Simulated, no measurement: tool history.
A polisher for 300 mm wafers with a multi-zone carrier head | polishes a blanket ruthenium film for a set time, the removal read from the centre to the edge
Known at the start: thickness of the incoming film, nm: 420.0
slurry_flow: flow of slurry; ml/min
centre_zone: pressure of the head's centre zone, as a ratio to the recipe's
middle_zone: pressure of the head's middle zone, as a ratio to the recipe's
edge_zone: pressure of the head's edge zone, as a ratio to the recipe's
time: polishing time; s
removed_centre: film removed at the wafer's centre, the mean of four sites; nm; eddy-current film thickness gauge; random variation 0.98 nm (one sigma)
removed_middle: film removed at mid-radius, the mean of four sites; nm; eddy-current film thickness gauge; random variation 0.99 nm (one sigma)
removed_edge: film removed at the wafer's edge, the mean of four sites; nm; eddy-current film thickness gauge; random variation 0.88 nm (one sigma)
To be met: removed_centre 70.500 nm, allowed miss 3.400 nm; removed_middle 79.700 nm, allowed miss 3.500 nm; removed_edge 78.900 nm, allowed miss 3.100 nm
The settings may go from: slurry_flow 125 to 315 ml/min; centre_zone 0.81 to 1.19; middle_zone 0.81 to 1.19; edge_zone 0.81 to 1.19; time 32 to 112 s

run  hour  slurry_flow  centre_zone  middle_zone  edge_zone  time  removed_centre  removed_middle  removed_edge
  1   0.0          205         1.00         1.00       1.00    72         124.960         125.870       131.400
  2   3.2          205         1.08         1.00       1.00    72         136.390         124.060       129.700
  3  10.9          205         1.13         1.00       1.00    72         142.740         123.530       130.500
  4  12.8          205         1.13         0.95       1.00    72         145.880         118.220       130.490
  5  13.4          205         1.13         0.95       1.00    55         109.350          91.602        99.667
  6  20.8          205         1.13         0.89       1.00    55         108.400          86.730        98.608
  7  29.4          205         1.13         0.89       1.00    55         107.940          86.086       101.190
  8  36.5          205         1.10         0.91       0.98    53         101.650          85.759        94.787

4 next moves are on the table. One of them brings every result within its allowed miss. Which?
  A  43.6          185         0.97         1.03       1.08    46               ?               ?             ?
  B  43.6          180         0.92         0.95       0.97    45               ?               ?             ?
  C  43.6          220         0.96         1.02       0.93    45               ?               ?             ?
  D  43.6          165         0.90         1.02       0.91    47               ?               ?             ?

move  removed_centre  removed_middle  removed_edge
   A          75.732          79.883        85.230
   B          69.818          72.991        78.914
   C          75.582          79.702        79.146
   D          70.044          79.333        78.974
A: nearer than the last run, and not there yet
B: brings the result that was furthest off to its target, and leaves another outside
C: nearer than the last run, and not there yet
D: meets every target
Answer: D

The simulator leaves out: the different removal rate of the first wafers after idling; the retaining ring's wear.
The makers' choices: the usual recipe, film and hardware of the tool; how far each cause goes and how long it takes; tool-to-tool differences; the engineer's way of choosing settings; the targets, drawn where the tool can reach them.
